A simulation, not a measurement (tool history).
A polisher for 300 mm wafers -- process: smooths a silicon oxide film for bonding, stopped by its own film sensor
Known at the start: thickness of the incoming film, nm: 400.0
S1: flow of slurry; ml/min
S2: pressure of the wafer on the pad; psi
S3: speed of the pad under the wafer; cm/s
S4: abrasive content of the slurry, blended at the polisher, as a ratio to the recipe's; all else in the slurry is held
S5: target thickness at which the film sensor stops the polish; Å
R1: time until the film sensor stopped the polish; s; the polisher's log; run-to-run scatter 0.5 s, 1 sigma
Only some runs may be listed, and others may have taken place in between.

| run | day | S1 | S2 | S3 | S4 | S5 | R1 |
|---|---|---|---|---|---|---|---|
| 1 | 0 | 150 | 2.7 | 88 | 1 | 3560 | 46.929 |
| 2 | 0.204 | 135 | 2.7 | 88 | 1 | 3560 | 48.849 |
| 3 | 0.35 | 135 | 2.7 | 88 | 1 | 3560 | 48.469 |
| 4 | 0.617 | 135 | 2.7 | 88 | 1.2 | 3560 | 45.26 |
| 5 | 0.729 | 135 | 2.7 | 98 | 1.2 | 3560 | 40.952 |
| 6 | 0.858 | 135 | 3 | 98 | 1.2 | 3560 | 37.439 |
| 7 | 1.158 | 135 | 3.1 | 98 | 1.2 | 3560 | 35.801 |

Run 8 comes next. What will it give?
| 8 | 1.367 | 140 | 3.2 | 98 | 1.2 | 3560 | ? |

Run 8 measured R1 35.347 s.
